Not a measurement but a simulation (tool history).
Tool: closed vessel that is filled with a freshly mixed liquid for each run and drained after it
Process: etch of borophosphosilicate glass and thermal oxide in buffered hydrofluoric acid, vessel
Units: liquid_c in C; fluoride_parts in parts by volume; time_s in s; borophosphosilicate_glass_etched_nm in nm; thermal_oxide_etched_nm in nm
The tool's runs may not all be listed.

run,hour,liquid_c,fluoride_parts,time_s,borophosphosilicate_glass_etched_nm,thermal_oxide_etched_nm
1,0,23,8,60,93.288,88.709
2,1.4,24.5,8,60,102.79,95.369
3,3.8,24.5,6,60,133.59,124.68
4,7.5,25.5,6,60,140.81,130.71
5,13.5,25.5,6,70,163.34,150.77
6,22.3,25.5,6,55,128.74,118.72
7,27.8,26,6,55,131.92,122.59

Run 8 comes next. What will it give?
8,31.8,26.5,6,55,?,?

Run 8 gave borophosphosilicate_glass_etched_nm 135.56 nm, thermal_oxide_etched_nm 126.89 nm.
